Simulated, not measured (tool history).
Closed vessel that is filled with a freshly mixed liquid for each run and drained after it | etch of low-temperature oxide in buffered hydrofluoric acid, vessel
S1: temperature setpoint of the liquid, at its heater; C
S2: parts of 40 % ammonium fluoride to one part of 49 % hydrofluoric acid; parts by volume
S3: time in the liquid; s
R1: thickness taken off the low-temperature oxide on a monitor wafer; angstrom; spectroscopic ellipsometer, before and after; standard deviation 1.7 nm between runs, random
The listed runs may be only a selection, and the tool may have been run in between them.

run,hour,S1,S2,S3,R1
1,0.0,21.0,21.0,95,1686.9
2,7.6,19.0,21.0,95,1494.4
3,10.6,19.0,21.0,100,1573.5
4,14.9,19.0,21.0,95,1485.0
5,22.0,19.0,26.5,95,1268.7
6,24.2,20.5,26.5,95,1380.8

Expected results for the next run?
7,28.5,22.0,26.5,95,?

For run 7 the tool returned R1 1507.1 angstrom.
